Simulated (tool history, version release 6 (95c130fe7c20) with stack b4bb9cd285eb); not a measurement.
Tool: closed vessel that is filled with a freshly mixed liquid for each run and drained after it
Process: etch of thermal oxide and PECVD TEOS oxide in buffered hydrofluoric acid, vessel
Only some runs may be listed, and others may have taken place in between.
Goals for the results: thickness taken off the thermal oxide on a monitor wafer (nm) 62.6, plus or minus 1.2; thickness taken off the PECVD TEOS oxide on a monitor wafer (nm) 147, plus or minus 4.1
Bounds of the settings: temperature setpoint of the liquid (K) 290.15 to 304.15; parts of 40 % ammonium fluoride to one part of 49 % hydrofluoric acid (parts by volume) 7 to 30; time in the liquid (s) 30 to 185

run,day,temperature setpoint of the liquid (K),parts of 40 % ammonium fluoride to one part of 49 % hydrofluoric acid (parts by volume),time in the liquid (s),thickness taken off the thermal oxide on a monitor wafer (nm),thickness taken off the PECVD TEOS oxide on a monitor wafer (nm)
1,0,296.15,19,95,48.954,115.51
2,0.108,296.15,19,80,41.102,95.949
3,0.379,296.15,14,80,55.317,128.58
4,0.696,296.65,14,80,57.255,133.54
5,0.796,294.65,14,80,50.739,120.82
6,1.15,295.15,14,80,52.388,123.84
7,1.233,295.65,14,80,54.219,125.55
8,1.425,296.15,14,80,55.689,130.67
9,1.479,296.65,14,80,57.42,132.89
10,1.683,296.65,14,80,57.25,134.23
11,2,298.65,14,80,64.01,149.97

Below are 4 possible settings for the next run. Only one of them brings all results inside the allowed miss of their targets. Which is it?
A,2.317,297.65,17.5,110,?,?
B,2.317,296.65,23,145,?,?
C,2.317,303.15,7,30,?,?
D,2.317,301.15,21,100,?,?

move,thickness taken off the thermal oxide on a monitor wafer (nm),thickness taken off the PECVD TEOS oxide on a monitor wafer (nm)
A,66.864,155.96
B,66.444,154.98
C,59.309,138.34
D,62.255,145.21
A: lands further from the targets than the last run did
B: lands further from the targets than the last run did
C: pushes the last run's worst result past its target
D: all results land within tolerance of their targets
The right move is D.
